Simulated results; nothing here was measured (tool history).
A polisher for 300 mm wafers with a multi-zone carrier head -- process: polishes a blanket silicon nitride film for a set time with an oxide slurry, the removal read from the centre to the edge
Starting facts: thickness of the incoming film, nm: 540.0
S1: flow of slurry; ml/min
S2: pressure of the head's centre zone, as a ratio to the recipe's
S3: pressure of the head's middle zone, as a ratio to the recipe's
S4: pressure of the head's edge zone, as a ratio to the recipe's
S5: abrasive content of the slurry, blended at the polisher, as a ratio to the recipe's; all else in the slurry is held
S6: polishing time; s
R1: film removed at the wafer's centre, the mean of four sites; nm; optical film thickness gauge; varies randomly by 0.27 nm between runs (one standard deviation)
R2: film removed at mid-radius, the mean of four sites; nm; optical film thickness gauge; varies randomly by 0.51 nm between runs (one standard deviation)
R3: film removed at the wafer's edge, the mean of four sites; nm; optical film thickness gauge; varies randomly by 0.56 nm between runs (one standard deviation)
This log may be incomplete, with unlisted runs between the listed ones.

| run | hour | S1 | S2 | S3 | S4 | S5 | S6 | R1 | R2 | R3 |
|---|---|---|---|---|---|---|---|---|---|---|
| 1 | 0 | 255 | 1 | 1 | 1 | 1 | 73 | 37.763 | 39.924 | 37.577 |
| 2 | 0.6 | 260 | 0.99 | 1.02 | 1.02 | 1.05 | 73 | 38.709 | 41.227 | 39.584 |
| 3 | 4.6 | 265 | 0.97 | 1.04 | 1.02 | 1.1 | 73 | 38.188 | 41.89 | 40.356 |
| 4 | 6 | 265 | 0.97 | 1.04 | 1.1 | 1.1 | 73 | 38.248 | 42.252 | 40.765 |
| 5 | 8.3 | 265 | 0.96 | 1.06 | 1.1 | 1.15 | 73 | 39.007 | 44.104 | 42.025 |
| 6 | 9.6 | 285 | 0.96 | 1.06 | 1.1 | 1.15 | 73 | 39.056 | 44.398 | 42.68 |
| 7 | 16.9 | 295 | 0.95 | 1.08 | 1.11 | 1.15 | 73 | 39.069 | 45.146 | 42.799 |
| 8 | 24.5 | 295 | 0.85 | 1.17 | 1.19 | 1.4 | 74 | 37.681 | 51.511 | 48.394 |
| 9 | 30.3 | 300 | 0.85 | 1.17 | 1.19 | 1.4 | 74 | 38.299 | 51.96 | 48.088 |

The next listed run, before its measurement:
| 10 | 35.8 | 300 | 0.85 | 1.17 | 1.19 | 1.4 | 74 | ? | ? | ? |

{"run 10": {"R1": 37.957, "R2": 52.631, "R3": 48.124}}

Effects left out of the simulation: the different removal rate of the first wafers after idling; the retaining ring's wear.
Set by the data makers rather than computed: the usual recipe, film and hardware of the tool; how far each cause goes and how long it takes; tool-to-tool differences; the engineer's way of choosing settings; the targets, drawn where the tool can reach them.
